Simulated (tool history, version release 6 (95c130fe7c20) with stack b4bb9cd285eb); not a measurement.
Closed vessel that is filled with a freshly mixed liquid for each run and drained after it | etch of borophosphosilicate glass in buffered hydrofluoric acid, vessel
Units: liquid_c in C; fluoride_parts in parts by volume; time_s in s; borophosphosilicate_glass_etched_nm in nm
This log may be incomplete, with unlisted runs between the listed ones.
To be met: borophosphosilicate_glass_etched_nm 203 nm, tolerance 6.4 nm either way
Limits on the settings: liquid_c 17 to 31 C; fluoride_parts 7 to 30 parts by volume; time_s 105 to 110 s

run	hour	liquid_c	fluoride_parts	time_s	borophosphosilicate_glass_etched_nm
1	0	23	20	105	80.883
2	3.4	24.5	17.5	105	102.21
3	9.4	22	17.5	105	89.787
4	17.6	24	16	105	107.07
5	20.8	26.5	16	105	122.64
6	26.4	26.5	18.5	105	108.16
7	30.7	27.5	17	105	124.46
8	32.8	31	10.5	105	239.44

Which single option among these 4 for the next run brings every result within its allowed miss of target? Just one does.
A	34.9	30.5	8	105	?
B	34.9	27.5	11.5	110	?
C	34.9	29	11	105	?
D	34.9	31	8.5	110	?

move	borophosphosilicate_glass_etched_nm
A	294.57
B	189.19
C	204.11
D	296.39
A: lands further from the targets than the last run did
B: pushes the last run's worst result past its target
C: every result within its allowed miss
D: lands further from the targets than the last run did
Move C is the one to make.
